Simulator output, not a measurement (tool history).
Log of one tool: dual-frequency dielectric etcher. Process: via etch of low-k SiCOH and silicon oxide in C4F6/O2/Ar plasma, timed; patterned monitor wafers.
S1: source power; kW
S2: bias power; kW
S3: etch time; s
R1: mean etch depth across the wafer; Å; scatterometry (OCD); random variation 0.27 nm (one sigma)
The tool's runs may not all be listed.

run  hour     S1     S2    S3      R1
  1   0.0  0.270  0.187  17.5  392.39
  2   4.2  0.270  0.166  17.5  382.72
  3   5.6  0.310  0.166  17.5  406.76
  4   8.7  0.310  0.199  17.5  423.09
  5  17.7  0.320  0.201  17.5  432.13
  6  18.3  0.320  0.182  17.5  419.66
  7  27.2  0.330  0.184  17.5  428.13
  8  29.1  0.340  0.185  17.5  431.97

The next listed run, before its measurement:
  9  34.3  0.350  0.186  17.5   ?

R1: 434.54 Å
